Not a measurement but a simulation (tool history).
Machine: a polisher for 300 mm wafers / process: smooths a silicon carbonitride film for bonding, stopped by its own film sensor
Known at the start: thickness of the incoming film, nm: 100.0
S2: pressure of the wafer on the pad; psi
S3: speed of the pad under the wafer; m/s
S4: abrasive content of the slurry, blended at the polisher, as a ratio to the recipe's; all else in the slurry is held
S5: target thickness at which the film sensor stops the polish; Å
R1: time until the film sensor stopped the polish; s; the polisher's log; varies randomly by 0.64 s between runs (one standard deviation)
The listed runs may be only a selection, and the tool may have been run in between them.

Run 1, hour 0.0: flow of slurry (ml/min) 130, S2 1.3 psi, S3 1.10 m/s, S4 1.00, S5 850 Å. Result: R1 78.570 s.
Run 2, hour 8.4: flow of slurry (ml/min) 130, S2 1.4 psi, S3 1.12 m/s, S4 1.00, S5 850 Å. Result: R1 73.950 s.
Run 3, hour 12.1: flow of slurry (ml/min) 130, S2 1.5 psi, S3 1.16 m/s, S4 1.00, S5 850 Å. Result: R1 68.936 s.
Run 4, hour 13.8: flow of slurry (ml/min) 130, S2 1.5 psi, S3 1.16 m/s, S4 1.00, S5 850 Å. Result: R1 65.282 s.
Run 5, hour 17.3: flow of slurry (ml/min) 130, S2 1.7 psi, S3 1.16 m/s, S4 1.00, S5 850 Å. Result: R1 59.910 s.
Run 6, hour 24.5: flow of slurry (ml/min) 110, S2 1.7 psi, S3 1.16 m/s, S4 1.00, S5 850 Å. Result: R1 61.364 s.
Run 7, hour 28.8: flow of slurry (ml/min) 110, S2 1.8 psi, S3 1.20 m/s, S4 1.00, S5 850 Å. Result: R1 56.844 s.
Run 8, hour 36.0: flow of slurry (ml/min) 110, S2 1.8 psi, S3 1.20 m/s, S4 1.00, S5 850 Å. Result: R1 59.180 s.
Run 9, hour 38.4: flow of slurry (ml/min) 115, S2 1.9 psi, S3 1.24 m/s, S4 1.00, S5 850 Å. Result: R1 54.674 s.
Run 10, hour 42.8: flow of slurry (ml/min) 115, S2 1.9 psi, S3 1.30 m/s, S4 1.05, S5 850 Å. Result: R1 49.211 s.
Run 11, hour 44.5: flow of slurry (ml/min) 115, S2 1.9 psi, S3 1.32 m/s, S4 1.05, S5 850 Å. Result: R1 49.282 s.

Run 12, settings as shown, results not yet in. Your forecast:
Run 12, hour 49.5: flow of slurry (ml/min) 115, S2 1.9 psi, S3 1.36 m/s, S4 1.05, S5 850 Å. Result: R1 ?.

{"run 12": {"R1": 47.715}}

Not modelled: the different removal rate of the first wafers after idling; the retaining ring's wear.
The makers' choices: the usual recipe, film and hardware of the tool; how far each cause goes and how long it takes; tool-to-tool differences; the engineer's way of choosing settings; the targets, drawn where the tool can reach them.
